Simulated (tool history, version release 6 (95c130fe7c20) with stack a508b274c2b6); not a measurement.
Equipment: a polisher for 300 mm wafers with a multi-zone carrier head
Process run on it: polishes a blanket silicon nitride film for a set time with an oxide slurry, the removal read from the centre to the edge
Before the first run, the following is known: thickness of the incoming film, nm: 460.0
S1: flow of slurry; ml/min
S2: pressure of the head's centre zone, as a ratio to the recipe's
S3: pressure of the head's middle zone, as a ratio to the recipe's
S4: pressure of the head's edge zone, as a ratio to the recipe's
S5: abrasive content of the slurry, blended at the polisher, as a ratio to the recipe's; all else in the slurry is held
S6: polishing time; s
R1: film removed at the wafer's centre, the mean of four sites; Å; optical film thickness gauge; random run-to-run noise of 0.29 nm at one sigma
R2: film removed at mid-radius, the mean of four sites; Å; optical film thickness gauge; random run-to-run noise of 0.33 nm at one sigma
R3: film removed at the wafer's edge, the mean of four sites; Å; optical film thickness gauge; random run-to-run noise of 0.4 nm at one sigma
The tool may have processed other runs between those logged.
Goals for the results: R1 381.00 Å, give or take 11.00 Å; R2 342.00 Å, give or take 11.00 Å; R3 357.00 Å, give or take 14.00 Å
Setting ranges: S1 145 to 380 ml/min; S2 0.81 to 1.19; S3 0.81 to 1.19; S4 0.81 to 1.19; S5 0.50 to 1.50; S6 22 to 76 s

{"run": 1, "hour": 0.0, "S1": 245, "S2": 1.0, "S3": 1.0, "S4": 1.0, "S5": 1.0, "S6": 49, "R1": 371.77, "R2": 367.47, "R3": 371.01}
{"run": 2, "hour": 6.3, "S1": 240, "S2": 1.01, "S3": 0.98, "S4": 0.99, "S5": 1.0, "S6": 49, "R1": 383.21, "R2": 357.39, "R3": 379.48}
{"run": 3, "hour": 9.6, "S1": 240, "S2": 1.01, "S3": 1.05, "S4": 0.99, "S5": 1.0, "S6": 49, "R1": 379.93, "R2": 381.97, "R3": 369.22}
{"run": 4, "hour": 16.6, "S1": 235, "S2": 1.02, "S3": 1.03, "S4": 0.98, "S5": 1.0, "S6": 49, "R1": 380.81, "R2": 376.09, "R3": 364.2}
{"run": 5, "hour": 20.5, "S1": 235, "S2": 1.02, "S3": 1.03, "S4": 0.98, "S5": 1.2, "S6": 49, "R1": 405.57, "R2": 409.03, "R3": 392.83}
{"run": 6, "hour": 23.8, "S1": 210, "S2": 1.02, "S3": 1.03, "S4": 0.98, "S5": 1.2, "S6": 49, "R1": 395.26, "R2": 389.35, "R3": 390.43}
{"run": 7, "hour": 28.6, "S1": 160, "S2": 1.05, "S3": 0.97, "S4": 0.88, "S5": 1.15, "S6": 49, "R1": 387.46, "R2": 352.9, "R3": 349.57}
{"run": 8, "hour": 31.1, "S1": 160, "S2": 1.05, "S3": 0.97, "S4": 0.88, "S5": 1.15, "S6": 49, "R1": 382.76, "R2": 351.44, "R3": 356.7}

Below are 5 possible settings for the next run. Only one of them brings all results inside the allowed miss of their targets. Which is it?
{"run": "A", "hour": 33.6, "S1": 145, "S2": 1.08, "S3": 1.0, "S4": 0.88, "S5": 1.05, "S6": 52, "R1": "?", "R2": "?", "R3": "?"}
{"run": "B", "hour": 33.6, "S1": 185, "S2": 1.06, "S3": 1.05, "S4": 0.88, "S5": 1.25, "S6": 45, "R1": "?", "R2": "?", "R3": "?"}
{"run": "C", "hour": 33.6, "S1": 150, "S2": 1.1, "S3": 1.01, "S4": 0.87, "S5": 1.2, "S6": 48, "R1": "?", "R2": "?", "R3": "?"}
{"run": "D", "hour": 33.6, "S1": 230, "S2": 1.05, "S3": 0.96, "S4": 0.97, "S5": 1.15, "S6": 45, "R1": "?", "R2": "?", "R3": "?"}
{"run": "E", "hour": 33.6, "S1": 160, "S2": 1.09, "S3": 1.04, "S4": 0.89, "S5": 1.15, "S6": 49, "R1": "?", "R2": "?", "R3": "?"}

move=A R1=400.58 R2=361.17 R3=360.87
move=B R1=379.00 R2=360.96 R3=341.82
move=C R1=397.50 R2=354.45 R3=348.73
move=D R1=377.13 R2=335.22 R3=355.92
move=E R1=401.57 R2=369.86 R3=357.35
A: further off than the last run
B: further off than the last run
C: further off than the last run
D: every result within its allowed miss
E: further off than the last run
Go with D: it meets all targets.
